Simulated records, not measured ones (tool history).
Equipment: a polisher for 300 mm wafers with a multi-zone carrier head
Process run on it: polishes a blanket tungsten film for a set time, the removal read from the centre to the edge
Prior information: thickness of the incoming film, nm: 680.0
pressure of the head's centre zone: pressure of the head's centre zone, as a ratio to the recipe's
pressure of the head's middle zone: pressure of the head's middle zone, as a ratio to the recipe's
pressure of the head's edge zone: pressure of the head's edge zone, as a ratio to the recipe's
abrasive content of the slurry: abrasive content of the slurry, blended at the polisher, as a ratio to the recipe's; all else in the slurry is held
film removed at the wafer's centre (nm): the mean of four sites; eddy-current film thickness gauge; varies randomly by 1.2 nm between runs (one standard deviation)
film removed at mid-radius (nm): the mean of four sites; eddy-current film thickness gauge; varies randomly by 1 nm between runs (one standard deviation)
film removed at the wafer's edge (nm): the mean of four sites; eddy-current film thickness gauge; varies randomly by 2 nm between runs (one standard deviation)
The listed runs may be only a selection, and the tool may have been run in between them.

| run | hour | flow of slurry (ml/min) | pressure of the head's centre zone | pressure of the head's middle zone | pressure of the head's edge zone | abrasive content of the slurry | polishing time (s) | film removed at the wafer's centre (nm) | film removed at mid-radius (nm) | film removed at the wafer's edge (nm) |
|---|---|---|---|---|---|---|---|---|---|---|
| 1 | 0 | 135 | 1 | 1 | 1 | 1 | 48 | 197.16 | 199.2 | 190.52 |
| 2 | 7 | 130 | 0.98 | 0.98 | 1.01 | 1 | 48 | 194.76 | 195.41 | 189.37 |
| 3 | 14.1 | 130 | 0.98 | 1.03 | 1.01 | 1 | 48 | 193.99 | 203.18 | 191.78 |
| 4 | 19.5 | 130 | 0.98 | 1.03 | 1.01 | 0.85 | 48 | 186.32 | 197.03 | 182.28 |
| 5 | 25.5 | 125 | 0.96 | 1.01 | 1.03 | 0.85 | 48 | 176.79 | 190.81 | 184.94 |
| 6 | 33.6 | 125 | 0.96 | 1.07 | 1.03 | 0.85 | 48 | 180.07 | 200.8 | 183.53 |
| 7 | 37.3 | 90 | 0.92 | 0.97 | 1.08 | 0.85 | 48 | 160.54 | 170.43 | 179.54 |
| 8 | 44.4 | 90 | 0.92 | 0.97 | 1.09 | 0.85 | 48 | 161.47 | 172.97 | 180.77 |

Estimate the outcome of run 9 from the log above:
| 9 | 50.8 | 90 | 0.92 | 0.96 | 1.1 | 0.85 | 48 | ? | ? | ? |

{"run 9": {"film removed at the wafer's centre (nm)": 159.79, "film removed at mid-radius (nm)": 172.65, "film removed at the wafer's edge (nm)": 182.86}}

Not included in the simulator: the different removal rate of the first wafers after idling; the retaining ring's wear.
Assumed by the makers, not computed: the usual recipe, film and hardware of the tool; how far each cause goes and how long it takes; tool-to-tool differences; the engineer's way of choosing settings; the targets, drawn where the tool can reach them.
